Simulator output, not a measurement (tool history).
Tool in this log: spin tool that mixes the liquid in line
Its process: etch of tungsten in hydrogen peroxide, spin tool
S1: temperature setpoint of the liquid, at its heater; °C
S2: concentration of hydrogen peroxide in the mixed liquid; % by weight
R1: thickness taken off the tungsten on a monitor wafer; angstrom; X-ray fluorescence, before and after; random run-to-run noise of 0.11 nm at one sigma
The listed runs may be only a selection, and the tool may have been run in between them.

run 1 hour=0.0 | S1=45.0 S2=25 time_under_the_liquid_(s)=15 | R1=240.97
run 2 hour=5.0 | S1=46.0 S2=25 time_under_the_liquid_(s)=15 | R1=255.47
run 3 hour=13.9 | S1=46.0 S2=28 time_under_the_liquid_(s)=15 | R1=272.71
run 4 hour=20.4 | S1=46.0 S2=30 time_under_the_liquid_(s)=15 | R1=281.91
run 5 hour=22.7 | S1=46.0 S2=30 time_under_the_liquid_(s)=15 | R1=282.65
run 6 hour=25.8 | S1=46.0 S2=30 time_under_the_liquid_(s)=15 | R1=280.07
run 7 hour=32.2 | S1=46.0 S2=30 time_under_the_liquid_(s)=15 | R1=282.39
run 8 hour=40.3 | S1=46.5 S2=30 time_under_the_liquid_(s)=15 | R1=292.15

Forecast run 9:
run 9 hour=48.3 | S1=47.0 S2=30 time_under_the_liquid_(s)=15 | R1=?

{"run 9": {"R1": 300.49}}

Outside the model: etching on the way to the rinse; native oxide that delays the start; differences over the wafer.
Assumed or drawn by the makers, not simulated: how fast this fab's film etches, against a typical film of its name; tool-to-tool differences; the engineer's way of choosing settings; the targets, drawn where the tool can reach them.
